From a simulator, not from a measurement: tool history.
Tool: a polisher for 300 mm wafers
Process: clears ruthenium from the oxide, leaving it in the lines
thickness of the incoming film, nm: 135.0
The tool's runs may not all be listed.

| run | hour | flow of slurry (ml/min) | pressure of the wafer on the pad (kPa) | speed of the pad under the wafer (m/s) | overpolish time after the end point (s) | time until the end point was called (s) |
|---|---|---|---|---|---|---|
| 1 | 0.0 | 300 | 12.4 | 0.80 | 13 | 166.02 |
| 2 | 3.5 | 300 | 14.5 | 0.80 | 13 | 141.99 |
| 3 | 8.0 | 300 | 15.9 | 0.80 | 13 | 129.90 |
| 4 | 11.6 | 300 | 16.5 | 0.80 | 13 | 124.79 |
| 5 | 12.2 | 300 | 17.2 | 0.80 | 13 | 123.50 |
| 6 | 16.9 | 300 | 17.2 | 0.80 | 10 | 119.57 |
| 7 | 23.6 | 300 | 17.9 | 0.80 | 10 | 115.11 |

Run 8 comes next. What will it give?
| 8 | 30.5 | 300 | 18.6 | 0.80 | 10 | ? |

time until the end point was called (s): 111.71
